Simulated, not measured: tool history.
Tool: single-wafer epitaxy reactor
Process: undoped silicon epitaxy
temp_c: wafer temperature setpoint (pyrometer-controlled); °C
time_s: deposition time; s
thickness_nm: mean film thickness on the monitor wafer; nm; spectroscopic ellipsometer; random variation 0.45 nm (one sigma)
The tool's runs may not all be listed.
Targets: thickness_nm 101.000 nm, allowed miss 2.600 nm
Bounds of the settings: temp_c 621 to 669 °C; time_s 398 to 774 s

run	day	temp_c	time_s	thickness_nm
1	0.000	645	586	80.243
2	0.283	638	586	69.297
3	0.550	632	586	62.250
4	0.838	638	588	69.686
5	1.017	642	590	75.873
6	1.212	645	591	80.114
# day 1.421: pyrometer calibrated
7	1.421	648	592	93.496
8	1.667	649	592	95.411
9	1.712	650	592	97.146

Which of these 5 next moves meets every target?
A	1.758	647	591	?
B	1.758	654	597	?
C	1.758	653	622	?
D	1.758	655	586	?
E	1.758	649	623	?

move	thickness_nm
A	91.017
B	105.150
C	107.490
D	105.200
E	99.715
A: further off than the last run
B: takes the result that was furthest off past its target
C: takes the result that was furthest off past its target
D: takes the result that was furthest off past its target
E: meets every target
Answer: E

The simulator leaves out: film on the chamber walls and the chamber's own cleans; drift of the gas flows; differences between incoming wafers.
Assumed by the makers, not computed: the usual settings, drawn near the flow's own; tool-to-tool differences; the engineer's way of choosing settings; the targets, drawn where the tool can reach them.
